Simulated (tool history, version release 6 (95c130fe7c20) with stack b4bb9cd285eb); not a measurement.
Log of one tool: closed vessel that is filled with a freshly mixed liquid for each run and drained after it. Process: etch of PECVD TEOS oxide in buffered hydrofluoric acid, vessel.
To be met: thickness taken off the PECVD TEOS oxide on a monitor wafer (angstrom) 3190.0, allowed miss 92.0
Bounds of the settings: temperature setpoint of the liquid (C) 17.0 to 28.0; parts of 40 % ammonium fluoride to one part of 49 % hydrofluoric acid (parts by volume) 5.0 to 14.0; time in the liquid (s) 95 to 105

| run | hour | temperature setpoint of the liquid (C) | parts of 40 % ammonium fluoride to one part of 49 % hydrofluoric acid (parts by volume) | time in the liquid (s) | thickness taken off the PECVD TEOS oxide on a monitor wafer (angstrom) |
|---|---|---|---|---|---|
| 1 | 0.0 | 20.0 | 8.5 | 95 | 2237.8 |
| 2 | 4.4 | 21.5 | 8.5 | 95 | 2415.2 |
| 3 | 8.7 | 22.5 | 8.5 | 95 | 2550.6 |
| 4 | 12.8 | 20.5 | 8.5 | 95 | 2306.3 |
| 5 | 21.8 | 20.5 | 8.5 | 95 | 2282.5 |
| 6 | 30.5 | 22.0 | 8.5 | 95 | 2488.5 |
| 7 | 33.7 | 23.0 | 8.5 | 95 | 2628.1 |
| 8 | 35.8 | 24.0 | 8.5 | 95 | 2780.1 |
| 9 | 40.4 | 24.5 | 8.5 | 95 | 2849.5 |
| 10 | 47.2 | 25.0 | 8.5 | 95 | 2952.9 |
| 11 | 49.5 | 25.5 | 8.5 | 95 | 3031.3 |

4 next moves are on the table. One of them brings every result within its allowed miss. Which?
| A | 51.8 | 26.5 | 8.5 | 95 | ? |
| B | 51.8 | 24.5 | 9.0 | 100 | ? |
| C | 51.8 | 26.5 | 8.5 | 105 | ? |
| D | 51.8 | 27.5 | 9.5 | 95 | ? |

| move | thickness taken off the PECVD TEOS oxide on a monitor wafer (angstrom) |
|---|---|
| A | 3193.1 |
| B | 2835.8 |
| C | 3529.2 |
| D | 3060.2 |
A: meets every target
B: further off than the last run
C: takes the result that was furthest off past its target
D: nearer than the last run, and not there yet
Move A is the one to make.
